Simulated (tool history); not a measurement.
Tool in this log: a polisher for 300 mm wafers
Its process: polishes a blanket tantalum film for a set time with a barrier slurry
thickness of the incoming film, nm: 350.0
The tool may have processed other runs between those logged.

run	hour	flow of slurry (ml/min)	pressure of the wafer on the pad (kPa)	speed of the pad under the wafer (cm/s)	abrasive content of the slurry	polishing time (s)	film removed (angstrom)
1	0	235	11.7	122	1	24	470.02
2	3.2	235	9.7	122	1	24	389.86
3	9.7	235	9.7	122	1.1	24	399.65
4	13.1	235	8.3	122	1.1	24	345.92
5	16.8	230	7.6	112	1.1	24	294.59
6	24.6	230	7.6	112	1.1	24	294.43
7	30.8	220	6.9	106	1.1	24	257.01
8	38.7	205	6.2	102	1.1	24	222.59
9	39.4	190	6.2	102	1.1	24	218.85
10	44.1	180	6.2	102	1.1	24	219.48

For run 11, what comes out?
11	47.9	170	6.2	100	1.1	24	?

film removed (angstrom): 212.74

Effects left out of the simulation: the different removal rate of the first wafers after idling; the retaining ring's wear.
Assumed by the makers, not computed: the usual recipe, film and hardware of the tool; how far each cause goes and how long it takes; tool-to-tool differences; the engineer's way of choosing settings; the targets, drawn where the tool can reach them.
